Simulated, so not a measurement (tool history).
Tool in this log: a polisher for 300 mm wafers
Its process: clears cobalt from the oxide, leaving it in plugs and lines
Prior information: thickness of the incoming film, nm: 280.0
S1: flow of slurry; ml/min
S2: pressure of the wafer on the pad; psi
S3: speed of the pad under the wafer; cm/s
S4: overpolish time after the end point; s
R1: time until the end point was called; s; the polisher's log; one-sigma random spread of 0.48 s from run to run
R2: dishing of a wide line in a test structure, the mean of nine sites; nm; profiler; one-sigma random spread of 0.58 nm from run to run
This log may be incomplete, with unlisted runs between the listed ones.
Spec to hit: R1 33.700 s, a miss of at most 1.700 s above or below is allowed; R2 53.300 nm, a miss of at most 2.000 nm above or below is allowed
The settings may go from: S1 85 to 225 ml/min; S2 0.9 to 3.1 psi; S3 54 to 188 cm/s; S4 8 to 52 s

run 1 hour=0.0 | S1=145 S2=2.0 S3=120 S4=26 | R1=47.160 R2=50.319
run 2 hour=2.9 | S1=145 S2=2.0 S3=120 S4=33 | R1=47.720 R2=52.460
run 3 hour=4.6 | S1=145 S2=2.1 S3=120 S4=32 | R1=44.907 R2=52.869
run 4 hour=8.2 | S1=145 S2=2.2 S3=120 S4=31 | R1=42.010 R2=53.004
run 5 hour=15.0 | S1=145 S2=2.3 S3=120 S4=30 | R1=41.240 R2=53.369
run 6 hour=21.0 | S1=145 S2=2.3 S3=120 S4=37 | R1=41.607 R2=53.043
run 7 hour=28.2 | S1=145 S2=2.4 S3=120 S4=36 | R1=41.123 R2=52.345
run 8 hour=31.2 | S1=145 S2=2.5 S3=122 S4=37 | R1=38.484 R2=52.731
run 9 hour=32.8 | S1=145 S2=2.5 S3=122 S4=38 | R1=37.216 R2=53.452
run 10 hour=38.1 | S1=150 S2=2.6 S3=122 S4=37 | R1=36.392 R2=52.849

Exactly one of the 4 candidate moves below puts every result within its allowed miss. Which one?
run A hour=43.4 | S1=165 S2=2.7 S3=108 S4=33 | R1=? R2=?
run B hour=43.4 | S1=175 S2=2.8 S3=136 S4=38 | R1=? R2=?
run C hour=43.4 | S1=115 S2=2.9 S3=112 S4=37 | R1=? R2=?
run D hour=43.4 | S1=160 S2=2.3 S3=146 S4=42 | R1=? R2=?

move=A R1=39.119 R2=53.061
move=B R1=29.896 R2=53.434
move=C R1=37.976 R2=53.289
move=D R1=34.316 R2=53.476
A: moves away from the targets compared with the last run
B: the result that was furthest off in the last run now lies on the other side of its target
C: moves away from the targets compared with the last run
D: every result within its allowed miss
D meets every target.

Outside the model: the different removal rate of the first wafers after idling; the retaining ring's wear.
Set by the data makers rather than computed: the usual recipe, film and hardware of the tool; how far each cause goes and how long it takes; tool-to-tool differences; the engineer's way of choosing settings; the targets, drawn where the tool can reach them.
